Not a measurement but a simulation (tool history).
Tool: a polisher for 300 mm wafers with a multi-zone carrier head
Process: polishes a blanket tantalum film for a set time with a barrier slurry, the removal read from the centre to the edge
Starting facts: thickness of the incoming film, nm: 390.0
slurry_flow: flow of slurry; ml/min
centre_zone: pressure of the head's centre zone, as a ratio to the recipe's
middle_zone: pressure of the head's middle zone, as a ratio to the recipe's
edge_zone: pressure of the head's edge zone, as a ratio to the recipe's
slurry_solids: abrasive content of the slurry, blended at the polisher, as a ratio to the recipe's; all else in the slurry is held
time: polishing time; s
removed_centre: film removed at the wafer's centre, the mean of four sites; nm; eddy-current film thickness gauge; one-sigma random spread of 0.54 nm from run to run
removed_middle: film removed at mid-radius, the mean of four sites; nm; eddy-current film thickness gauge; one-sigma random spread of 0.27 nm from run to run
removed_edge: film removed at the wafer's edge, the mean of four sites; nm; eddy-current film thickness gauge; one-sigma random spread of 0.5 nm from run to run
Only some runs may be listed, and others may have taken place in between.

Run 1, hour 0: slurry_flow 175 ml/min, centre_zone 1, middle_zone 1, edge_zone 1, slurry_solids 1, time 33 s. Result: removed_centre 50.02 nm, removed_middle 50.316 nm, removed_edge 50.222 nm.
Run 2, hour 4.9: slurry_flow 175 ml/min, centre_zone 1, middle_zone 1, edge_zone 1.06, slurry_solids 1, time 33 s. Result: removed_centre 50.556 nm, removed_middle 49.985 nm, removed_edge 51.471 nm.
Run 3, hour 11: slurry_flow 170 ml/min, centre_zone 0.98, middle_zone 0.98, edge_zone 1.05, slurry_solids 0.95, time 33 s. Result: removed_centre 48.093 nm, removed_middle 48.754 nm, removed_edge 49.605 nm.
Run 4, hour 15.3: slurry_flow 165 ml/min, centre_zone 0.96, middle_zone 0.95, edge_zone 1.07, slurry_solids 0.9, time 33 s. Result: removed_centre 46.635 nm, removed_middle 46.355 nm, removed_edge 49.543 nm.
Run 5, hour 21.8: slurry_flow 165 ml/min, centre_zone 0.96, middle_zone 0.95, edge_zone 1.13, slurry_solids 0.9, time 33 s. Result: removed_centre 46.551 nm, removed_middle 46.376 nm, removed_edge 50.948 nm.
Run 6, hour 30.5: slurry_flow 165 ml/min, centre_zone 0.96, middle_zone 0.98, edge_zone 1.13, slurry_solids 0.9, time 33 s. Result: removed_centre 47.878 nm, removed_middle 47.971 nm, removed_edge 50.826 nm.
Run 7, hour 32.6: slurry_flow 160 ml/min, centre_zone 0.95, middle_zone 0.96, edge_zone 1.11, slurry_solids 0.85, time 33 s. Result: removed_centre 45.204 nm, removed_middle 46.018 nm, removed_edge 49.637 nm.

The next listed run, before its measurement:
Run 8, hour 40.7: slurry_flow 155 ml/min, centre_zone 0.94, middle_zone 0.94, edge_zone 1.09, slurry_solids 0.8, time 33 s. Result: removed_centre ?, removed_middle ?, removed_edge ?.

Logged for run 8: removed_centre 44.343 nm, removed_middle 43.813 nm, removed_edge 48.233 nm.
